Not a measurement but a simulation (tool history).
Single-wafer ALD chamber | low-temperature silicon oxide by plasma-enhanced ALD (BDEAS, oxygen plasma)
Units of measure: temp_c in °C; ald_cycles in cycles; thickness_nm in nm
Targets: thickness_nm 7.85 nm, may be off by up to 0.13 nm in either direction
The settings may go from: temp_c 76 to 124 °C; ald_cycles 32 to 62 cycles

run	hour	temp_c	ald_cycles	thickness_nm
1	0	100	47	6.3721
2	1.8	109	47	6.1566
3	10	106	48	6.3728
4	12.5	97	48	6.5364
5	17.9	92	48	6.6833
6	21.6	91	49	6.9111
7	24.8	90	49	6.852
8	33.6	89	50	7.004
9	41.5	88	51	7.207
10	43.1	87	51	7.2221
11	45.1	80	55	8.0203
12	49.1	80	55	8.0267
13	56.9	81	55	7.9185

Next run, 5 choices. One meets every target within its allowed miss, the rest don't. Which?
A	64.7	88	58	?
B	64.7	93	57	?
C	64.7	79	56	?
D	64.7	80	56	?
E	64.7	78	56	?

move	thickness_nm
A	8.1819
B	7.8887
C	8.1686
D	8.1387
E	8.1985
A: lands further from the targets than the last run did
B: every result lands within tolerance
C: lands further from the targets than the last run did
D: lands further from the targets than the last run did
E: lands further from the targets than the last run did
B meets every target.
